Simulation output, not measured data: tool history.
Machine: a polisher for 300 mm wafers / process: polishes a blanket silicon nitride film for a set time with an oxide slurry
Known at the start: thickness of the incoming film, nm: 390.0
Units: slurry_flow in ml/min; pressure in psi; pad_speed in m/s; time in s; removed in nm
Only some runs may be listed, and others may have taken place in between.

Run 1, hour 0: slurry_flow 185 ml/min, pressure 4.7 psi, pad_speed 1.26 m/s, slurry_solids 1, time 40 s. Result: removed 43.46 nm.
Run 2, hour 1.7: slurry_flow 185 ml/min, pressure 4.3 psi, pad_speed 1.26 m/s, slurry_solids 1, time 40 s. Result: removed 40.708 nm.
Run 3, hour 5: slurry_flow 185 ml/min, pressure 3.9 psi, pad_speed 1.26 m/s, slurry_solids 1, time 40 s. Result: removed 36.961 nm.
Run 4, hour 12.2: slurry_flow 185 ml/min, pressure 3.9 psi, pad_speed 1.58 m/s, slurry_solids 1, time 40 s. Result: removed 44.539 nm.
Run 5, hour 16.8: slurry_flow 185 ml/min, pressure 3.5 psi, pad_speed 1.54 m/s, slurry_solids 1, time 40 s. Result: removed 38.91 nm.
Run 6, hour 18.5: slurry_flow 185 ml/min, pressure 3.2 psi, pad_speed 1.52 m/s, slurry_solids 1, time 40 s. Result: removed 35.885 nm.
Run 7, hour 23.4: slurry_flow 185 ml/min, pressure 3 psi, pad_speed 1.5 m/s, slurry_solids 1, time 40 s. Result: removed 33.206 nm.
Run 8, hour 31.4: slurry_flow 185 ml/min, pressure 2.8 psi, pad_speed 1.5 m/s, slurry_solids 1, time 40 s. Result: removed 30.953 nm.
Run 9, hour 39: slurry_flow 175 ml/min, pressure 2.1 psi, pad_speed 1.5 m/s, slurry_solids 1, time 40 s. Result: removed 23.689 nm.
Run 10, hour 42.6: slurry_flow 180 ml/min, pressure 2.1 psi, pad_speed 1.5 m/s, slurry_solids 1, time 40 s. Result: removed 23.159 nm.
Run 11, hour 45.3: slurry_flow 190 ml/min, pressure 2.1 psi, pad_speed 1.5 m/s, slurry_solids 1, time 40 s. Result: removed 23.755 nm.
Run 12, hour 50.5: slurry_flow 190 ml/min, pressure 2.2 psi, pad_speed 1.5 m/s, slurry_solids 1, time 40 s. Result: removed 24.483 nm.

Forecast run 13:
Run 13, hour 53.1: slurry_flow 205 ml/min, pressure 2.5 psi, pad_speed 1.5 m/s, slurry_solids 1, time 40 s. Result: removed ?.

Run 13 yielded removed 28.383 nm.
